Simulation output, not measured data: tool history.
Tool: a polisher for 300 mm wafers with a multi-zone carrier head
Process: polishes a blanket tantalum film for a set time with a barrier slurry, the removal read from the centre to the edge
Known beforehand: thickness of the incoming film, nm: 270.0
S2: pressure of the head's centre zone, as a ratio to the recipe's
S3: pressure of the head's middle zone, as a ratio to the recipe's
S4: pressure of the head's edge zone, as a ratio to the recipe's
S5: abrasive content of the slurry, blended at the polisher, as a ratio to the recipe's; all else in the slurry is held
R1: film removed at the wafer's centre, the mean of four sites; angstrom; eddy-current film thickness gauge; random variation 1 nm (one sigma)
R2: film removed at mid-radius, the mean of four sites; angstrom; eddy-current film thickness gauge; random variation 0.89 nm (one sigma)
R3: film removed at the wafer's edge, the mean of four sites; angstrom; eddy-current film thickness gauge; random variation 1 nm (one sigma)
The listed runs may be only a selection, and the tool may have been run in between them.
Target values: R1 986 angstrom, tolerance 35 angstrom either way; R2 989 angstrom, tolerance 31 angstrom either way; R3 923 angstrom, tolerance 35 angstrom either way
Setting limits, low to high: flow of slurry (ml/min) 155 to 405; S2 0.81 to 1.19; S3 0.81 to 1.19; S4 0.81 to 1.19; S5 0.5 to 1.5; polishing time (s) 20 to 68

run 1 hour=0 | flow_of_slurry_(ml/min)=260 S2=1 S3=1 S4=1 S5=1 polishing_time_(s)=44 | R1=784.14 R2=812.78 R3=771.95
run 2 hour=6.5 | flow_of_slurry_(ml/min)=265 S2=1.01 S3=1.01 S4=1.02 S5=1.05 polishing_time_(s)=44 | R1=801.61 R2=811.07 R3=796.05
run 3 hour=12.8 | flow_of_slurry_(ml/min)=265 S2=1.01 S3=1.01 S4=1.05 S5=1.05 polishing_time_(s)=44 | R1=809.22 R2=822.52 R3=823.08
run 4 hour=20.5 | flow_of_slurry_(ml/min)=270 S2=1.02 S3=1.03 S4=1.06 S5=1.05 polishing_time_(s)=44 | R1=801.34 R2=834.14 R3=808.77
run 5 hour=28.8 | flow_of_slurry_(ml/min)=270 S2=1.02 S3=0.97 S4=1.06 S5=1.05 polishing_time_(s)=44 | R1=791.67 R2=803.4 R3=825.95
run 6 hour=30.3 | flow_of_slurry_(ml/min)=270 S2=1.02 S3=0.97 S4=1.06 S5=0.85 polishing_time_(s)=44 | R1=760.54 R2=757.27 R3=775.12
run 7 hour=32.8 | flow_of_slurry_(ml/min)=275 S2=1.03 S3=0.99 S4=1.07 S5=0.9 polishing_time_(s)=44 | R1=791.75 R2=786.54 R3=805.92
run 8 hour=34.2 | flow_of_slurry_(ml/min)=280 S2=1.04 S3=1.01 S4=1.08 S5=0.95 polishing_time_(s)=44 | R1=815.68 R2=819.94 R3=805.07
run 9 hour=39.1 | flow_of_slurry_(ml/min)=285 S2=1.05 S3=1.02 S4=1.09 S5=1 polishing_time_(s)=44 | R1=823.22 R2=818.3 R3=839.65
run 10 hour=45.9 | flow_of_slurry_(ml/min)=285 S2=1.06 S3=1.04 S4=1.09 S5=1.05 polishing_time_(s)=44 | R1=844.11 R2=835.75 R3=827.83
run 11 hour=46.7 | flow_of_slurry_(ml/min)=290 S2=1.07 S3=1.05 S4=1.1 S5=1.1 polishing_time_(s)=44 | R1=875.23 R2=850.88 R3=843.17
run 12 hour=50.1 | flow_of_slurry_(ml/min)=295 S2=1.07 S3=1.06 S4=1.11 S5=1.15 polishing_time_(s)=44 | R1=873.53 R2=875.58 R3=865.34
run 13 hour=58.9 | flow_of_slurry_(ml/min)=300 S2=1.08 S3=1.07 S4=1.11 S5=1.15 polishing_time_(s)=44 | R1=880.26 R2=881.31 R3=859.58
run 14 hour=59.6 | flow_of_slurry_(ml/min)=300 S2=1.09 S3=1.08 S4=1.12 S5=1.15 polishing_time_(s)=44 | R1=909.67 R2=885.61 R3=861.75
run 15 hour=63 | flow_of_slurry_(ml/min)=330 S2=1.1 S3=1.17 S4=1.19 S5=1.3 polishing_time_(s)=44 | R1=935.17 R2=963.92 R3=936.9

Exactly one of the 4 candidate moves below puts every result within its allowed miss. Which one?
run A hour=66.4 | flow_of_slurry_(ml/min)=340 S2=1.19 S3=1.19 S4=1.07 S5=1.3 polishing_time_(s)=43 | R1=? R2=? R3=?
run B hour=66.4 | flow_of_slurry_(ml/min)=300 S2=1.02 S3=1.16 S4=1.15 S5=1.2 polishing_time_(s)=45 | R1=? R2=? R3=?
run C hour=66.4 | flow_of_slurry_(ml/min)=405 S2=1.13 S3=1.17 S4=1.16 S5=1.3 polishing_time_(s)=44 | R1=? R2=? R3=?
run D hour=66.4 | flow_of_slurry_(ml/min)=405 S2=1.14 S3=0.99 S4=1.19 S5=1.5 polishing_time_(s)=44 | R1=? R2=? R3=?

move=A R1=982.09 R2=964.85 R3=858.34
move=B R1=855 R2=966.28 R3=908.62
move=C R1=966.78 R2=988.39 R3=924.06
move=D R1=1004.3 R2=913.99 R3=966.89
A: corrects the largest miss of the last run, while another result sits out of spec
B: its largest miss is bigger than the last run's
C: in spec on every target
D: corrects the largest miss of the last run, while another result sits out of spec
Correct choice: C, which meets every target
